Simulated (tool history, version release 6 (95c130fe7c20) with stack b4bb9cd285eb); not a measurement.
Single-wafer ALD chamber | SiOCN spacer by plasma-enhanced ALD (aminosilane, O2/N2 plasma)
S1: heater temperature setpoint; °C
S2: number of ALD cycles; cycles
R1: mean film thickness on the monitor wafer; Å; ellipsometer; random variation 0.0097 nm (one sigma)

Run 1, day 0.000: S1 420 °C, S2 59 cycles. Result: R1 32.930 Å.
Run 2, day 0.379: S1 414 °C, S2 59 cycles. Result: R1 33.451 Å.
Run 3, day 0.621: S1 418 °C, S2 56 cycles. Result: R1 31.664 Å.
Run 4, day 0.896: S1 421 °C, S2 53 cycles. Result: R1 29.564 Å.
Run 5, day 1.208: S1 421 °C, S2 50 cycles. Result: R1 27.735 Å.
Run 6, day 1.517: S1 421 °C, S2 56 cycles. Result: R1 31.093 Å.
Run 7, day 1.888: S1 425 °C, S2 54 cycles. Result: R1 29.519 Å.
At day 2.050: thermocouple changed; heater temperature recalibrated.
Run 8, day 2.050: S1 429 °C, S2 53 cycles. Result: R1 28.861 Å.

Run 9 is up next; what results do you expect?
Run 9, day 2.167: S1 431 °C, S2 52 cycles. Result: R1 ?.

R1: 28.095 Å
